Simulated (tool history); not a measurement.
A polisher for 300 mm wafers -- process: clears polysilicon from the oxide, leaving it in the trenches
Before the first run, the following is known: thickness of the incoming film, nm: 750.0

run    day  flow of slurry (ml/min)  pressure of the wafer on the pad (psi)  speed of the pad under the wafer (m/s)  overpolish time after the end point (s)  time until the end point was called (s)  dishing of a wide line in a test structure (angstrom)
  1  0.000                      255                                     2.4                                    0.76                                       17                                   94.867                                                 508.87
  2  0.075                      255                                     2.6                                    0.76                                       17                                   88.568                                                 518.59
  3  0.375                      255                                     2.6                                    0.76                                       22                                   89.894                                                 529.97
  4  0.479                      255                                     2.6                                    0.84                                       22                                   81.272                                                 546.16
  5  0.754                      255                                     2.6                                    0.84                                       18                                   82.074                                                 509.19
  6  1.021                      225                                     2.3                                    0.90                                       14                                   88.436                                                 483.97
  7  1.112                      205                                     2.2                                    0.94                                       11                                   91.228                                                 446.70
  8  1.483                      155                                     2.1                                    1.00                                        5                                   94.192                                                 282.95
  9  1.550                      170                                     2.0                                    1.00                                        6                                   98.674                                                 305.92
 10  1.783                      225                                     2.0                                    1.02                                       14                                   92.479                                                 486.48
 11  2.012                      205                                     2.0                                    1.02                                       13                                   93.338                                                 461.85
 12  2.225                      195                                     2.0                                    1.02                                       12                                   94.287                                                 455.42

Run 13 has not been measured yet. What should we expect?
 13  2.500                      190                                     2.0                                    1.00                                       11                                        ?                                                      ?

Logged for run 13: time until the end point was called (s) 97.651, dishing of a wide line in a test structure (angstrom) 446.19.

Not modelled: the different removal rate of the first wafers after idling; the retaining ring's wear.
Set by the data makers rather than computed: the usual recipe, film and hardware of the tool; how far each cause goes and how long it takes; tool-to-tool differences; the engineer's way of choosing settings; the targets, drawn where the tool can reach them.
